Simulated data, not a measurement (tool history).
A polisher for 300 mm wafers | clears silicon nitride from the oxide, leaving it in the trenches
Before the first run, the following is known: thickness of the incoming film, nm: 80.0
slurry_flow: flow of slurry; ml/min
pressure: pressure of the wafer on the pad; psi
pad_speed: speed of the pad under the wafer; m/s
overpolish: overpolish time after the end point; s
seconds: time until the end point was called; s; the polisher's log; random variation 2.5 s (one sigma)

run,hour,slurry_flow,pressure,pad_speed,overpolish,seconds
1,0.0,205,2.3,1.14,6,99.611
2,6.3,205,2.1,1.12,6,115.520
3,14.9,205,2.0,1.12,6,119.980
4,23.1,205,2.5,1.12,6,98.335
5,28.2,205,2.8,1.12,6,86.288
6,30.9,205,2.8,1.12,6,85.574
7,35.7,205,2.5,1.10,6,96.241
8,38.4,205,2.2,1.08,6,111.130
9,45.3,205,2.0,1.06,6,121.030
10,48.2,205,2.0,1.06,6,124.690

For run 11, what comes out?
11,54.0,205,1.9,1.06,6,?

{"run 11": {"seconds": 128.93}}
